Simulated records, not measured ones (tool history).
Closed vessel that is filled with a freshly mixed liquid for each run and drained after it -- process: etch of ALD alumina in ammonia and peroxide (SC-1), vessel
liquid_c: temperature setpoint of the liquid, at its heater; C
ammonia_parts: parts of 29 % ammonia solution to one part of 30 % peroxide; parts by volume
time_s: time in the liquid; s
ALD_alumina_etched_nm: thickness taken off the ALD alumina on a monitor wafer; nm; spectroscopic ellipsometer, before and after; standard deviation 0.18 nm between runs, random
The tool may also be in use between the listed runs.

run,day,liquid_c,ammonia_parts,time_s,ALD_alumina_etched_nm
1,0,48,0.9,230,14.026
2,0.367,48,0.6,230,13.518
3,0.608,48,0.75,230,13.742
4,0.796,41.5,0.75,230,9.4094
5,0.817,44,0.75,230,10.996
6,1.071,44,0.9,230,11.045
7,1.404,46,0.9,230,12.408
8,1.729,48,0.9,230,14.095
9,1.808,49.5,0.9,230,15.084
10,1.833,51,0.9,230,16.593
11,2.096,52,0.9,230,17.328

Estimate the outcome of run 12 from the log above:
12,2.271,60,0.95,230,?

Run 12 yielded ALD_alumina_etched_nm 26.447 nm.
